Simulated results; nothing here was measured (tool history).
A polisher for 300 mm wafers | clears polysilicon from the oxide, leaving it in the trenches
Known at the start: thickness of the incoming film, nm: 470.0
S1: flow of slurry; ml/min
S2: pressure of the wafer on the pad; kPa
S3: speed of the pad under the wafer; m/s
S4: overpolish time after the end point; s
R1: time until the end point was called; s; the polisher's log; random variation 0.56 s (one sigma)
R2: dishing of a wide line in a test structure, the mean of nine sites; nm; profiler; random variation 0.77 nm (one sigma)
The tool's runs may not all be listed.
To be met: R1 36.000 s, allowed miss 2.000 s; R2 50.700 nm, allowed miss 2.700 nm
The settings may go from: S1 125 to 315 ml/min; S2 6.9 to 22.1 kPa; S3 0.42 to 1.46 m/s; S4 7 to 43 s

{"run": 1, "hour": 0.0, "S1": 205, "S2": 14.5, "S3": 0.94, "S4": 22, "R1": 43.759, "R2": 68.963}
{"run": 2, "hour": 7.2, "S1": 250, "S2": 14.5, "S3": 0.94, "S4": 22, "R1": 42.0, "R2": 67.595}
{"run": 3, "hour": 9.1, "S1": 250, "S2": 17.9, "S3": 0.94, "S4": 22, "R1": 34.231, "R2": 69.362}
{"run": 4, "hour": 14.9, "S1": 205, "S2": 17.9, "S3": 0.94, "S4": 22, "R1": 35.104, "R2": 69.414}
{"run": 5, "hour": 21.2, "S1": 225, "S2": 18.6, "S3": 0.86, "S4": 19, "R1": 36.756, "R2": 67.501}
{"run": 6, "hour": 30.1, "S1": 225, "S2": 18.6, "S3": 1.02, "S4": 19, "R1": 30.711, "R2": 69.187}
{"run": 7, "hour": 32.2, "S1": 245, "S2": 19.3, "S3": 0.94, "S4": 17, "R1": 31.751, "R2": 68.907}
{"run": 8, "hour": 35.2, "S1": 235, "S2": 20.0, "S3": 0.9, "S4": 15, "R1": 32.07, "R2": 65.598}
{"run": 9, "hour": 38.2, "S1": 250, "S2": 20.7, "S3": 0.84, "S4": 13, "R1": 32.59, "R2": 64.87}
{"run": 10, "hour": 46.7, "S1": 265, "S2": 20.7, "S3": 0.8, "S4": 12, "R1": 34.276, "R2": 61.759}
{"run": 11, "hour": 55.3, "S1": 275, "S2": 20.7, "S3": 0.76, "S4": 11, "R1": 35.47, "R2": 62.023}
{"run": 12, "hour": 56.0, "S1": 285, "S2": 20.7, "S3": 0.74, "S4": 10, "R1": 36.859, "R2": 58.038}
{"run": 13, "hour": 63.8, "S1": 285, "S2": 20.7, "S3": 0.74, "S4": 10, "R1": 36.312, "R2": 59.585}
{"run": 14, "hour": 67.3, "S1": 290, "S2": 20.7, "S3": 0.72, "S4": 9, "R1": 36.68, "R2": 55.863}
{"run": 15, "hour": 70.9, "S1": 295, "S2": 20.7, "S3": 0.74, "S4": 9, "R1": 37.266, "R2": 57.518}
{"run": 16, "hour": 78.9, "S1": 300, "S2": 20.7, "S3": 0.72, "S4": 9, "R1": 36.417, "R2": 56.203}
{"run": 17, "hour": 80.6, "S1": 305, "S2": 20.7, "S3": 0.72, "S4": 9, "R1": 37.701, "R2": 55.802}
{"run": 18, "hour": 87.5, "S1": 310, "S2": 21.4, "S3": 0.7, "S4": 8, "R1": 37.307, "R2": 53.454}

5 next moves are on the table. One of them brings every result within its allowed miss. Which?
{"run": "A", "hour": 94.4, "S1": 200, "S2": 22.1, "S3": 0.8, "S4": 8, "R1": "?", "R2": "?"}
{"run": "B", "hour": 94.4, "S1": 305, "S2": 18.6, "S3": 0.88, "S4": 9, "R1": "?", "R2": "?"}
{"run": "C", "hour": 94.4, "S1": 285, "S2": 21.4, "S3": 0.72, "S4": 9, "R1": "?", "R2": "?"}
{"run": "D", "hour": 94.4, "S1": 315, "S2": 21.4, "S3": 0.7, "S4": 12, "R1": "?", "R2": "?"}
{"run": "E", "hour": 94.4, "S1": 315, "S2": 15.2, "S3": 1.06, "S4": 7, "R1": "?", "R2": "?"}

move=A R1=33.283 R2=54.847
move=B R1=34.824 R2=56.459
move=C R1=36.391 R2=55.489
move=D R1=36.975 R2=60.977
move=E R1=35.957 R2=49.817
A: further off than the last run
B: further off than the last run
C: further off than the last run
D: further off than the last run
E: meets every target
Answer: E
